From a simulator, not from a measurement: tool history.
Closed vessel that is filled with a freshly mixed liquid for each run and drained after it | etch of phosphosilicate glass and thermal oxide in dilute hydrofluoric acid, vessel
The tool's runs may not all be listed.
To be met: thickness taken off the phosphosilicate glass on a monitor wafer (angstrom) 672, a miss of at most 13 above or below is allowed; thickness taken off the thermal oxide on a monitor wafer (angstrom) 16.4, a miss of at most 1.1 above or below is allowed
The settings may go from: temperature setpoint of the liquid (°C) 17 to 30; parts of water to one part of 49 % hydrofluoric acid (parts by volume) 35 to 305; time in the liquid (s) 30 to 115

| run | hour | temperature setpoint of the liquid (°C) | parts of water to one part of 49 % hydrofluoric acid (parts by volume) | time in the liquid (s) | thickness taken off the phosphosilicate glass on a monitor wafer (angstrom) | thickness taken off the thermal oxide on a monitor wafer (angstrom) |
|---|---|---|---|---|---|---|
| 1 | 0 | 22 | 170 | 60 | 563.97 | 13.7 |
| 2 | 3.5 | 18.5 | 170 | 60 | 487.97 | 12.266 |
| 3 | 8.3 | 17 | 170 | 60 | 461.56 | 11.389 |
| 4 | 13.4 | 19 | 170 | 60 | 506.09 | 12.097 |
| 5 | 18.7 | 20.5 | 170 | 60 | 534.12 | 13.046 |
| 6 | 20.7 | 20.5 | 170 | 40 | 355.85 | 8.5625 |
| 7 | 24.3 | 24.5 | 120 | 40 | 628.8 | 14.972 |
| 8 | 31.4 | 25 | 120 | 40 | 637.3 | 15.463 |
| 9 | 32.9 | 25.5 | 120 | 40 | 650.6 | 15.646 |

Pick the move, out of 4, that brings all results within their allowed miss; only one does.
| A | 34.4 | 24 | 135 | 50 | ? | ? |
| B | 34.4 | 25 | 205 | 75 | ? | ? |
| C | 34.4 | 24 | 190 | 70 | ? | ? |
| D | 34.4 | 25.5 | 110 | 35 | ? | ? |

| move | thickness taken off the phosphosilicate glass on a monitor wafer (angstrom) | thickness taken off the thermal oxide on a monitor wafer (angstrom) |
|---|---|---|
| A | 671.13 | 16.118 |
| B | 636.02 | 15.275 |
| C | 627.52 | 15.071 |
| D | 629.76 | 15.125 |
A: every result within its allowed miss
B: lands further from the targets than the last run did
C: lands further from the targets than the last run did
D: lands further from the targets than the last run did
Move A is the one to make.
